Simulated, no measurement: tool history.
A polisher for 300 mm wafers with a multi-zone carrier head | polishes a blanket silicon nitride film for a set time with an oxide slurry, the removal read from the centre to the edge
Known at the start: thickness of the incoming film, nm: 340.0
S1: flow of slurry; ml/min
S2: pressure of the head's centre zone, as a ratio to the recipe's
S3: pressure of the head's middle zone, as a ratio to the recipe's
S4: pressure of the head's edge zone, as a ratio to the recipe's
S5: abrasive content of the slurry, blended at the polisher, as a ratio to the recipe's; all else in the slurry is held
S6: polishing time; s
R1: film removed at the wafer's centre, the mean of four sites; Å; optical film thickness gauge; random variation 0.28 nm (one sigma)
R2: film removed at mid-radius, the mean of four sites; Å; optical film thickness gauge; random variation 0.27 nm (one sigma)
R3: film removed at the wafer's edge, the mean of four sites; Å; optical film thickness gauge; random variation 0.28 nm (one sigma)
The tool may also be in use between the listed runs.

run,hour,S1,S2,S3,S4,S5,S6,R1,R2,R3
1,0,215,1,1,1,1,57,288.55,331.96,323.71
2,3.5,215,1,1,1,1,63,314.78,358.41,353.24
3,10.4,215,0.97,1,0.96,0.85,62,287.06,323.89,325.21
4,14.2,215,0.97,1,1.01,0.85,62,283.59,327.04,331.01
5,17.6,215,0.95,1.03,0.98,0.75,61,264.96,319.99,312.5
6,19.3,215,1.02,1.03,0.98,0.75,61,275.98,318.16,308.83
# hour 20: centre zone pressure recalibrated
7,20,210,1,1.05,0.96,0.65,60,279.16,304.37,283.52
8,22.4,215,0.96,1.06,0.96,0.6,59,255.31,286.61,269.05
9,27,215,0.92,1.07,0.97,0.6,59,251.1,292.88,269.55

The next listed run, before its measurement:
10,29.6,210,0.89,1.07,0.98,0.6,59,?,?,?

Run 10 gave R1 245.16 Å, R2 291.05 Å, R3 269.29 Å.
